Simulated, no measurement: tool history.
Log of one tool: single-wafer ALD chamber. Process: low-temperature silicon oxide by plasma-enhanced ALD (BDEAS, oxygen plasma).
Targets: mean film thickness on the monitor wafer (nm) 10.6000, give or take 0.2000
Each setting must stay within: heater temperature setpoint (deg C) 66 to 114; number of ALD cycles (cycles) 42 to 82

run  hour  heater temperature setpoint (deg C)  number of ALD cycles (cycles)  mean film thickness on the monitor wafer (nm)
  1   0.0                                   90                             62                                         8.7898
  2   6.4                                   87                             64                                         9.1299
  3  10.6                                   94                             64                                         8.8750
  4  18.4                                   98                             64                                         8.6980
  5  26.2                                  106                             64                                         8.6391
  6  33.5                                  103                             66                                         9.0126
  7  37.7                                  100                             67                                         9.0632
  8  38.7                                  100                             67                                         9.0722

Exactly one of the 4 candidate moves below puts every result within its allowed miss. Which one?
  A  39.7                                   99                             78                                              ?
  B  39.7                                  102                             81                                              ?
  C  39.7                                   98                             75                                              ?
  D  39.7                                   98                             70                                              ?

move  mean film thickness on the monitor wafer (nm)
   A                                        10.5530
   B                                        10.8870
   C                                        10.1860
   D                                         9.5068
A: in spec on every target
B: takes the biggest miss from the last run beyond its target
C: gains on the last run, yet a result remains outside its allowed miss
D: gains on the last run, yet a result remains outside its allowed miss
Answer: A
